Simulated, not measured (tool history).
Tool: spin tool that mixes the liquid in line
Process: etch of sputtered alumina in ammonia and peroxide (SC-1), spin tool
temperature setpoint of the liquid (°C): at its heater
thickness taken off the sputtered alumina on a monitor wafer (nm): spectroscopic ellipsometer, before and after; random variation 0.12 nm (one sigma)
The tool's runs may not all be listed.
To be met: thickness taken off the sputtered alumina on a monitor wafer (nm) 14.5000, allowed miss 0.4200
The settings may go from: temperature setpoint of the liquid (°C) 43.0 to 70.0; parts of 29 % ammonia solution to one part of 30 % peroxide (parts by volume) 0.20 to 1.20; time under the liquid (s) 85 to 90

| run | day | temperature setpoint of the liquid (°C) | parts of 29 % ammonia solution to one part of 30 % peroxide (parts by volume) | time under the liquid (s) | thickness taken off the sputtered alumina on a monitor wafer (nm) |
|---|---|---|---|---|---|
| 1 | 0.000 | 59.0 | 0.80 | 85 | 9.6361 |
| 2 | 0.350 | 56.5 | 0.80 | 85 | 8.4687 |
| 3 | 0.429 | 59.0 | 0.80 | 85 | 9.6222 |
| 4 | 0.588 | 59.0 | 0.80 | 90 | 10.0030 |
| 5 | 0.821 | 59.0 | 0.80 | 85 | 9.6644 |
| 6 | 0.950 | 61.0 | 0.80 | 85 | 10.5230 |
| 7 | 1.162 | 62.5 | 0.80 | 85 | 11.3040 |
| 8 | 1.438 | 64.0 | 0.80 | 85 | 12.2700 |
| 9 | 1.529 | 65.0 | 0.80 | 85 | 13.0360 |
| 10 | 1.858 | 65.5 | 0.80 | 85 | 13.1860 |
| 11 | 2.188 | 66.0 | 0.80 | 85 | 13.6940 |
| 12 | 2.388 | 66.5 | 0.80 | 85 | 14.0560 |

Which of these 5 next moves meets every target?
| A | 2.588 | 66.5 | 0.75 | 85 | ? |
| B | 2.588 | 64.0 | 0.80 | 90 | ? |
| C | 2.588 | 68.0 | 0.75 | 90 | ? |
| D | 2.588 | 68.0 | 0.30 | 90 | ? |
| E | 2.588 | 69.0 | 0.80 | 85 | ? |

| move | thickness taken off the sputtered alumina on a monitor wafer (nm) |
|---|---|
| A | 13.7780 |
| B | 12.9690 |
| C | 15.6980 |
| D | 14.4010 |
| E | 15.6570 |
A: further off than the last run
B: further off than the last run
C: takes the result that was furthest off past its target
D: meets every target
E: takes the result that was furthest off past its target
Move D is the one to make.

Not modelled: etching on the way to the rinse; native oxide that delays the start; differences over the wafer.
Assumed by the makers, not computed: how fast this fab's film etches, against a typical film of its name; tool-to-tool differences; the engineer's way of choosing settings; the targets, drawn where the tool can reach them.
